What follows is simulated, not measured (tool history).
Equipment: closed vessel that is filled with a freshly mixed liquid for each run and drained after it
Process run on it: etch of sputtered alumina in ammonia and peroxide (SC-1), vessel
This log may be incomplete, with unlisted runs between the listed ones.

run  hour  temperature setpoint of the liquid (K)  parts of 29 % ammonia solution to one part of 30 % peroxide (parts by volume)  time in the liquid (s)  thickness taken off the sputtered alumina on a monitor wafer (angstrom)
  1   0.0                                  334.15                                                                           0.45                     775                                                                   569.32
  2   5.3                                  334.15                                                                           0.50                     775                                                                   579.71
  3   6.8                                  338.65                                                                           0.50                     775                                                                   719.65
  4  14.8                                  332.65                                                                           0.50                     775                                                                   529.67
  5  21.0                                  332.65                                                                           0.55                     775                                                                   539.61
  6  24.2                                  332.65                                                                           0.55                     835                                                                   577.86
  7  31.4                                  335.15                                                                           0.55                     835                                                                   662.99
     37.3  -- thermometer replaced
  8  37.3                                  337.15                                                                           0.55                     835                                                                   797.52
  9  37.9                                  338.15                                                                           0.55                     835                                                                   838.72
 10  44.8                                  338.65                                                                           0.55                     835                                                                   848.13
 11  47.3                                  338.65                                                                           0.55                     835                                                                   855.46
 12  52.2                                  339.15                                                                           0.55                     835                                                                   872.30
 13  58.6                                  339.65                                                                           0.55                     835                                                                   897.38
 14  66.8                                  340.15                                                                           0.55                     835                                                                   920.47

The next listed run, before its measurement:
 15  67.6                                  340.65                                                                           0.55                     835                                                                        ?

{"run 15": {"thickness taken off the sputtered alumina on a monitor wafer (angstrom)": 934.51}}
